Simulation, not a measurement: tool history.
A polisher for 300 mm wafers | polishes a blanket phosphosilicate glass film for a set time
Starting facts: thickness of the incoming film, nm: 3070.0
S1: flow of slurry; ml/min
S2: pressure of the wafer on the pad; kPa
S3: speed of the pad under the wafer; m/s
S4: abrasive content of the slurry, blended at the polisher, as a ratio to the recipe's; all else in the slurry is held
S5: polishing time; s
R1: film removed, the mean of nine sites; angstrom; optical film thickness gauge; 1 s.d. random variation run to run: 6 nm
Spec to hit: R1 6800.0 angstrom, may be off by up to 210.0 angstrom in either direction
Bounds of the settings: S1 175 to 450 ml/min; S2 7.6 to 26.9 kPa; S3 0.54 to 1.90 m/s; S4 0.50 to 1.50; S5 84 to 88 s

{"run": 1, "day": 0.0, "S1": 290, "S2": 17.2, "S3": 1.22, "S4": 1.0, "S5": 84, "R1": 5814.4}
{"run": 2, "day": 0.308, "S1": 290, "S2": 17.2, "S3": 0.96, "S4": 1.0, "S5": 84, "R1": 5090.0}
{"run": 3, "day": 0.429, "S1": 325, "S2": 17.2, "S3": 0.96, "S4": 1.0, "S5": 84, "R1": 5036.0}
{"run": 4, "day": 0.712, "S1": 325, "S2": 17.9, "S3": 0.96, "S4": 1.0, "S5": 84, "R1": 5258.4}
{"run": 5, "day": 1.0, "S1": 325, "S2": 15.9, "S3": 0.96, "S4": 1.0, "S5": 84, "R1": 4775.3}
{"run": 6, "day": 1.267, "S1": 255, "S2": 15.9, "S3": 0.96, "S4": 1.0, "S5": 84, "R1": 4645.2}
{"run": 7, "day": 1.629, "S1": 255, "S2": 17.2, "S3": 0.96, "S4": 1.0, "S5": 84, "R1": 4983.4}
{"run": 8, "day": 1.817, "S1": 260, "S2": 22.1, "S3": 0.98, "S4": 1.0, "S5": 84, "R1": 6135.6}
{"run": 9, "day": 2.012, "S1": 260, "S2": 22.8, "S3": 0.98, "S4": 1.0, "S5": 84, "R1": 6342.7}
{"run": 10, "day": 2.067, "S1": 265, "S2": 23.4, "S3": 0.98, "S4": 1.0, "S5": 84, "R1": 6444.0}

Pick the move, out of 5, that brings all results within their allowed miss; only one does.
{"run": "A", "day": 2.121, "S1": 205, "S2": 19.3, "S3": 1.02, "S4": 1.15, "S5": 86, "R1": "?"}
{"run": "B", "day": 2.121, "S1": 295, "S2": 22.1, "S3": 0.92, "S4": 1.0, "S5": 85, "R1": "?"}
{"run": "C", "day": 2.121, "S1": 290, "S2": 24.8, "S3": 0.58, "S4": 1.35, "S5": 88, "R1": "?"}
{"run": "D", "day": 2.121, "S1": 230, "S2": 24.1, "S3": 1.12, "S4": 0.95, "S5": 88, "R1": "?"}
{"run": "E", "day": 2.121, "S1": 240, "S2": 22.1, "S3": 1.06, "S4": 1.05, "S5": 86, "R1": "?"}

move=A R1=6139.3
move=B R1=6124.9
move=C R1=6391.5
move=D R1=7210.6
move=E R1=6788.8
A: its largest miss is bigger than the last run's
B: its largest miss is bigger than the last run's
C: its largest miss is bigger than the last run's
D: carries the result that was furthest off beyond its target, to the other side
E: each result inside its tolerance
E meets every target.
